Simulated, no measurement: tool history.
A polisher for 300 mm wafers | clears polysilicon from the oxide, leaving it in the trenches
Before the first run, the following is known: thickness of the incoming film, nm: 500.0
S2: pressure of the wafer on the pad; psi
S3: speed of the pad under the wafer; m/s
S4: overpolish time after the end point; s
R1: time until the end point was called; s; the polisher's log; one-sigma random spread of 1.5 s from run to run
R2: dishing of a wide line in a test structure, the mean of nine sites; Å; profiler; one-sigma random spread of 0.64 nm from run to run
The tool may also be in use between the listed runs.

Run 1, day 0: flow of slurry (ml/min) 270, S2 2.2 psi, S3 0.9 m/s, S4 15 s. Result: R1 52.107 s, R2 412.53 Å.
Run 2, day 0.117: flow of slurry (ml/min) 270, S2 1.9 psi, S3 0.88 m/s, S4 12 s. Result: R1 59.725 s, R2 377.06 Å.
Run 3, day 0.279: flow of slurry (ml/min) 270, S2 1.9 psi, S3 0.98 m/s, S4 12 s. Result: R1 54.87 s, R2 375.94 Å.
Run 4, day 0.35: flow of slurry (ml/min) 240, S2 1.9 psi, S3 0.98 m/s, S4 12 s. Result: R1 55.046 s, R2 396.05 Å.
Run 5, day 0.658: flow of slurry (ml/min) 260, S2 1.6 psi, S3 0.96 m/s, S4 10 s. Result: R1 65.469 s, R2 355.83 Å.
Run 6, day 0.921: flow of slurry (ml/min) 285, S2 1.6 psi, S3 0.96 m/s, S4 10 s. Result: R1 67.366 s, R2 332.22 Å.
Run 7, day 1.083: flow of slurry (ml/min) 295, S2 1.5 psi, S3 0.96 m/s, S4 10 s. Result: R1 70.34 s, R2 337.99 Å.

Run 8 comes next. What will it give?
Run 8, day 1.121: flow of slurry (ml/min) 305, S2 1.4 psi, S3 0.96 m/s, S4 9 s. Result: R1 ?, R2 ?.

{"run 8": {"R1": 71.451, "R2": 303.61}}
